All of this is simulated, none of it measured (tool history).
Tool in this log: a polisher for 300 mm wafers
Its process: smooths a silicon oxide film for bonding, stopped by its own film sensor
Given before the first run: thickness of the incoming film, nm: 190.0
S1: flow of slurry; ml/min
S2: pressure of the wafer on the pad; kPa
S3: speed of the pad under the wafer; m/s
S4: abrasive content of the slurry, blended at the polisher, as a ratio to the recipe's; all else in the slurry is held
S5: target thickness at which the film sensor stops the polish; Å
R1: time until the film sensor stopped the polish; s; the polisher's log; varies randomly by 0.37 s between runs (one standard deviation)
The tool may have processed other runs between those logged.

run	hour	S1	S2	S3	S4	S5	R1
1	0.0	130	17.2	0.82	1.0	1600	42.087
2	8.3	130	17.9	0.82	1.0	1600	39.903
3	11.0	130	18.6	0.82	1.0	1600	38.950
4	16.6	130	19.3	0.82	1.0	1600	37.779
5	22.4	130	15.9	0.82	1.0	1600	45.388
6	23.9	130	15.9	0.94	1.0	1600	40.891
7	30.6	130	16.5	0.94	1.0	1600	38.838
8	33.1	130	17.2	0.94	1.0	1600	38.140

Expected results for the next run?
9	39.4	130	17.9	0.94	1.0	1600	?

{"run 9": {"R1": 36.381}}
